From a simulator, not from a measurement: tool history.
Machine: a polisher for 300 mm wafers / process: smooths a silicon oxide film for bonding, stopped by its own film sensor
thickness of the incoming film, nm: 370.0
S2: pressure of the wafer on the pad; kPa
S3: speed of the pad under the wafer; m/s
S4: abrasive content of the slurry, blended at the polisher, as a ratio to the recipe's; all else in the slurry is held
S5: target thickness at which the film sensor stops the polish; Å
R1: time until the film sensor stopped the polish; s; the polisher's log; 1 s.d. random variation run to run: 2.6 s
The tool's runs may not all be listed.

{"run": 1, "day": 0.0, "flow of slurry (ml/min)": 125, "S2": 17.9, "S3": 0.84, "S4": 1, "S5": 3040, "R1": 91.598}
{"run": 2, "day": 0.267, "flow of slurry (ml/min)": 125, "S2": 16.5, "S3": 0.82, "S4": 1, "S5": 3040, "R1": 99.065}
{"run": 3, "day": 0.562, "flow of slurry (ml/min)": 125, "S2": 16.5, "S3": 0.72, "S4": 1, "S5": 3040, "R1": 109.63}
{"run": 4, "day": 0.767, "flow of slurry (ml/min)": 125, "S2": 15.2, "S3": 0.7, "S4": 1, "S5": 3040, "R1": 119.84}
{"run": 5, "day": 0.929, "flow of slurry (ml/min)": 155, "S2": 15.2, "S3": 0.7, "S4": 1, "S5": 3040, "R1": 118.79}
{"run": 6, "day": 1.292, "flow of slurry (ml/min)": 125, "S2": 15.2, "S3": 0.7, "S4": 1, "S5": 3040, "R1": 122.7}
{"run": 7, "day": 1.367, "flow of slurry (ml/min)": 125, "S2": 14.5, "S3": 0.7, "S4": 1, "S5": 3040, "R1": 128.01}
{"run": 8, "day": 1.717, "flow of slurry (ml/min)": 125, "S2": 13.8, "S3": 0.7, "S4": 1, "S5": 3040, "R1": 131.4}

The next listed run, before its measurement:
{"run": 9, "day": 2.042, "flow of slurry (ml/min)": 115, "S2": 9, "S3": 0.64, "S4": 1, "S5": 3040, "R1": "?"}

R1: 222.19 s
